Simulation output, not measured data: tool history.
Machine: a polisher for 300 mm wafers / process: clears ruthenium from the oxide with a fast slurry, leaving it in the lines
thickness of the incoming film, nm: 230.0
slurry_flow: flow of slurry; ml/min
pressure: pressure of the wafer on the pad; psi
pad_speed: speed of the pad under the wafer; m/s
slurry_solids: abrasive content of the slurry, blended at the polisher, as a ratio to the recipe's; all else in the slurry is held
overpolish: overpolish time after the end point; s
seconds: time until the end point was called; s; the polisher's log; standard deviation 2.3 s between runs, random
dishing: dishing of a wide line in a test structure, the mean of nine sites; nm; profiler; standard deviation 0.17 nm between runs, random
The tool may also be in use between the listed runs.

run,hour,slurry_flow,pressure,pad_speed,slurry_solids,overpolish,seconds,dishing
1,0,140,2.9,0.86,1,16,62.651,31.188
2,8,140,2.9,0.86,1.2,16,56.743,32.609
3,9.3,140,2.9,0.86,1.2,20,59.416,38.153
4,10.2,110,2.9,0.86,1.2,20,61.462,36.164
5,15.8,115,2.6,0.78,1.2,18,74.598,31.387
6,20.4,120,2.4,0.72,1.15,16,86.663,25.36
7,22.4,120,2.2,0.68,1.15,15,97.654,22.213
8,24.1,120,2,0.66,1.15,15,113.04,19.981

Run 9 comes next. What will it give?
9,32,120,1.9,0.66,1.15,15,?,?

seconds: 116.15 s
dishing: 19.325 nm
